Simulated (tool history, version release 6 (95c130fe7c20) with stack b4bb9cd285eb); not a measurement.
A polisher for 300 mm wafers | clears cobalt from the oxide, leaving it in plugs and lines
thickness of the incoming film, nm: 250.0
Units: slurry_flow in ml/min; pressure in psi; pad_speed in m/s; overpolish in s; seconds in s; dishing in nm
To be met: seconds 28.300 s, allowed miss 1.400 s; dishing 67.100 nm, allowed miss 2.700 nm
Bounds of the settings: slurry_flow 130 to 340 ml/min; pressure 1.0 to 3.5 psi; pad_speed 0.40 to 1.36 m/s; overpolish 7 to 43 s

{"run": 1, "day": 0.0, "slurry_flow": 220, "pressure": 2.2, "pad_speed": 0.88, "overpolish": 22, "seconds": 42.354, "dishing": 58.126}
{"run": 2, "day": 0.117, "slurry_flow": 220, "pressure": 2.3, "pad_speed": 0.88, "overpolish": 22, "seconds": 41.213, "dishing": 59.3}
{"run": 3, "day": 0.4, "slurry_flow": 220, "pressure": 2.4, "pad_speed": 0.88, "overpolish": 22, "seconds": 40.349, "dishing": 59.88}
{"run": 4, "day": 0.462, "slurry_flow": 220, "pressure": 2.5, "pad_speed": 0.88, "overpolish": 22, "seconds": 40.443, "dishing": 60.826}
{"run": 5, "day": 0.592, "slurry_flow": 220, "pressure": 2.5, "pad_speed": 1.0, "overpolish": 22, "seconds": 34.306, "dishing": 61.475}
{"run": 6, "day": 0.738, "slurry_flow": 195, "pressure": 2.5, "pad_speed": 1.0, "overpolish": 22, "seconds": 35.157, "dishing": 62.343}
{"run": 7, "day": 1.038, "slurry_flow": 195, "pressure": 2.6, "pad_speed": 1.0, "overpolish": 22, "seconds": 34.479, "dishing": 63.527}
{"run": 8, "day": 1.108, "slurry_flow": 200, "pressure": 2.7, "pad_speed": 1.0, "overpolish": 22, "seconds": 32.757, "dishing": 62.882}
{"run": 9, "day": 1.221, "slurry_flow": 200, "pressure": 2.8, "pad_speed": 1.0, "overpolish": 22, "seconds": 31.717, "dishing": 62.997}
{"run": 10, "day": 1.521, "slurry_flow": 205, "pressure": 3.0, "pad_speed": 1.0, "overpolish": 24, "seconds": 29.878, "dishing": 65.303}

Which of these 5 next moves meets every target?
{"run": "A", "day": 1.821, "slurry_flow": 155, "pressure": 2.9, "pad_speed": 0.98, "overpolish": 30, "seconds": "?", "dishing": "?"}
{"run": "B", "day": 1.821, "slurry_flow": 195, "pressure": 3.2, "pad_speed": 1.02, "overpolish": 16, "seconds": "?", "dishing": "?"}
{"run": "C", "day": 1.821, "slurry_flow": 175, "pressure": 3.5, "pad_speed": 0.86, "overpolish": 21, "seconds": "?", "dishing": "?"}
{"run": "D", "day": 1.821, "slurry_flow": 235, "pressure": 3.3, "pad_speed": 0.88, "overpolish": 28, "seconds": "?", "dishing": "?"}
{"run": "E", "day": 1.821, "slurry_flow": 220, "pressure": 2.7, "pad_speed": 1.14, "overpolish": 25, "seconds": "?", "dishing": "?"}

move=A seconds=32.792 dishing=67.116
move=B seconds=28.181 dishing=60.907
move=C seconds=31.417 dishing=63.595
move=D seconds=31.012 dishing=67.011
move=E seconds=28.462 dishing=66.716
A: further off than the last run
B: brings the result that was furthest off to its target, and leaves another outside
C: further off than the last run
D: further off than the last run
E: meets every target
Move E is the one to make.
